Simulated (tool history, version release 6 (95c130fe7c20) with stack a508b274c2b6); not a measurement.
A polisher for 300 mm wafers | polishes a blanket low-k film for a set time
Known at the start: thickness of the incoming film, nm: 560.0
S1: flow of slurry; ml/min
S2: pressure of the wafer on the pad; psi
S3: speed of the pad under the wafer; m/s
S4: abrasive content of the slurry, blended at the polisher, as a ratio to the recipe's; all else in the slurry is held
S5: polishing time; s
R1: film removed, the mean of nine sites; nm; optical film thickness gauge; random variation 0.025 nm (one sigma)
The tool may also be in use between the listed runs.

{"run": 1, "hour": 0.0, "S1": 175, "S2": 1.2, "S3": 0.76, "S4": 1.0, "S5": 36, "R1": 5.8268}
{"run": 2, "hour": 8.1, "S1": 175, "S2": 1.5, "S3": 0.76, "S4": 1.0, "S5": 36, "R1": 7.0397}
{"run": 3, "hour": 12.3, "S1": 170, "S2": 1.4, "S3": 0.74, "S4": 1.0, "S5": 36, "R1": 6.531}
{"run": 4, "hour": 16.3, "S1": 170, "S2": 1.3, "S3": 0.72, "S4": 1.0, "S5": 36, "R1": 6.059}
{"run": 5, "hour": 22.5, "S1": 170, "S2": 1.2, "S3": 0.7, "S4": 1.0, "S5": 36, "R1": 5.4469}
{"run": 6, "hour": 30.6, "S1": 170, "S2": 1.1, "S3": 0.7, "S4": 1.0, "S5": 36, "R1": 5.0667}
{"run": 7, "hour": 37.3, "S1": 170, "S2": 1.0, "S3": 0.7, "S4": 1.0, "S5": 36, "R1": 4.5992}
{"run": 8, "hour": 37.9, "S1": 165, "S2": 0.9, "S3": 0.7, "S4": 1.0, "S5": 36, "R1": 4.1604}

Run 9 comes next. What will it give?
{"run": 9, "hour": 46.7, "S1": 160, "S2": 0.9, "S3": 0.7, "S4": 1.0, "S5": 36, "R1": "?"}

R1: 4.1521 nm
